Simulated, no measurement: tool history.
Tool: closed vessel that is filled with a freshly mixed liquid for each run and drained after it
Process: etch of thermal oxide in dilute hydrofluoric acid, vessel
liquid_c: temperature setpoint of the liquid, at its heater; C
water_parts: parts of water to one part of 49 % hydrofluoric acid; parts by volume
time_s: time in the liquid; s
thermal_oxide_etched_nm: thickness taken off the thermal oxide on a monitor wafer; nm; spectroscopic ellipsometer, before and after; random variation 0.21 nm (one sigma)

{"run": 1, "hour": 0.0, "liquid_c": 22.0, "water_parts": 130, "time_s": 710, "thermal_oxide_etched_nm": 20.754}
{"run": 2, "hour": 6.1, "liquid_c": 22.0, "water_parts": 130, "time_s": 760, "thermal_oxide_etched_nm": 22.639}
{"run": 3, "hour": 10.2, "liquid_c": 20.0, "water_parts": 130, "time_s": 760, "thermal_oxide_etched_nm": 20.419}
{"run": 4, "hour": 12.8, "liquid_c": 23.5, "water_parts": 130, "time_s": 760, "thermal_oxide_etched_nm": 23.735}
{"run": 5, "hour": 18.5, "liquid_c": 21.0, "water_parts": 130, "time_s": 760, "thermal_oxide_etched_nm": 21.639}
{"run": 6, "hour": 22.8, "liquid_c": 24.0, "water_parts": 125, "time_s": 760, "thermal_oxide_etched_nm": 25.692}
{"run": 7, "hour": 30.2, "liquid_c": 26.0, "water_parts": 125, "time_s": 760, "thermal_oxide_etched_nm": 27.621}

The next listed run, before its measurement:
{"run": 8, "hour": 37.0, "liquid_c": 27.5, "water_parts": 120, "time_s": 760, "thermal_oxide_etched_nm": "?"}

{"run 8": {"thermal_oxide_etched_nm": 30.425}}
